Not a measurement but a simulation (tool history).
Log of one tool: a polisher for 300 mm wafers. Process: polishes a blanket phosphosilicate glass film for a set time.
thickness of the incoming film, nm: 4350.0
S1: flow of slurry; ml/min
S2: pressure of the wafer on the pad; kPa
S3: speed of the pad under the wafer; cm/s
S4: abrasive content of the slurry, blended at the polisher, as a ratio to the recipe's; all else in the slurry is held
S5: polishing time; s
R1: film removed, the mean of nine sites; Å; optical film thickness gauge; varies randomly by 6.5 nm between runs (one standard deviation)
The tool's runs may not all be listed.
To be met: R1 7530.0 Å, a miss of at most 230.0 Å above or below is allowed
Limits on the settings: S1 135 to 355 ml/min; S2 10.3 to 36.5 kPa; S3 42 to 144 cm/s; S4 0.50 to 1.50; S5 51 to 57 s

run 1 day=0.000 | S1=225 S2=23.4 S3=92 S4=1.00 S5=57 | R1=5580.0
run 2 day=0.079 | S1=230 S2=24.8 S3=92 S4=1.00 S5=57 | R1=5861.6
run 3 day=0.104 | S1=230 S2=24.8 S3=92 S4=1.20 S5=57 | R1=6177.6
run 4 day=0.267 | S1=230 S2=24.8 S3=92 S4=1.20 S5=51 | R1=5569.8
run 5 day=0.417 | S1=185 S2=24.8 S3=92 S4=1.20 S5=51 | R1=5379.3
run 6 day=0.783 | S1=185 S2=24.8 S3=74 S4=1.20 S5=51 | R1=4493.9
run 7 day=0.875 | S1=205 S2=26.9 S3=74 S4=1.20 S5=51 | R1=4922.6
run 8 day=0.900 | S1=220 S2=29.0 S3=74 S4=1.20 S5=51 | R1=5373.0
run 9 day=1.183 | S1=230 S2=31.0 S3=74 S4=1.20 S5=51 | R1=5801.2
run 10 day=1.442 | S1=240 S2=32.4 S3=74 S4=1.20 S5=51 | R1=5994.0

Consider the 5 candidate settings below. Which is the only one whose results all fall within their allowed miss of target?
run A day=1.700 | S1=230 S2=36.5 S3=86 S4=1.20 S5=54 | R1=?
run B day=1.700 | S1=215 S2=26.2 S3=104 S4=1.50 S5=57 | R1=?
run C day=1.700 | S1=245 S2=33.1 S3=88 S4=1.25 S5=57 | R1=?
run D day=1.700 | S1=320 S2=29.6 S3=68 S4=1.20 S5=51 | R1=?
run E day=1.700 | S1=265 S2=36.5 S3=62 S4=1.35 S5=57 | R1=?

move=A R1=8202.6
move=B R1=7703.8
move=C R1=8151.2
move=D R1=5396.4
move=E R1=6992.3
A: carries the result that was furthest off beyond its target, to the other side
B: hits every target within its allowed miss
C: carries the result that was furthest off beyond its target, to the other side
D: further off than the last run
E: closer than the last run, but not yet in spec
B is the move that brings every result within its allowed miss.
